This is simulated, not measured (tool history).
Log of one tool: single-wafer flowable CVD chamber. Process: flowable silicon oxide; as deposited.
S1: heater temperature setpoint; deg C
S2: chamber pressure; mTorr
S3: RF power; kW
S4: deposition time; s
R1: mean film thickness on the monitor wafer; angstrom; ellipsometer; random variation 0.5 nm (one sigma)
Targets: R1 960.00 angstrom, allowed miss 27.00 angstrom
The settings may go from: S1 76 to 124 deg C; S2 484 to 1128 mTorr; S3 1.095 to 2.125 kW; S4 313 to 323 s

run	hour	S1	S2	S3	S4	R1
1	0.0	100	806	1.610	313	1864.20
2	3.7	100	806	1.610	323	1911.30
3	9.1	100	806	1.420	323	1783.50
4	16.3	105	805	1.420	323	1552.20
5	21.8	105	805	1.565	323	1627.30
6	22.3	115	805	1.565	323	1206.60
7	26.3	117	804	1.565	323	1153.20
8	28.6	119	803	1.565	323	1080.40
9	30.1	120	803	1.565	323	1058.00
10	31.1	121	803	1.565	323	1015.90
11	37.6	122	803	1.565	323	998.23

Which of these 4 next moves meets every target?
A	44.1	121	806	1.615	323	?
B	44.1	124	822	1.640	313	?
C	44.1	113	764	1.295	313	?
D	44.1	118	774	1.490	323	?

move	R1
A	1033.80
B	951.32
C	1040.90
D	1035.10
A: further off than the last run
B: meets every target
C: further off than the last run
D: further off than the last run
The right move is B.

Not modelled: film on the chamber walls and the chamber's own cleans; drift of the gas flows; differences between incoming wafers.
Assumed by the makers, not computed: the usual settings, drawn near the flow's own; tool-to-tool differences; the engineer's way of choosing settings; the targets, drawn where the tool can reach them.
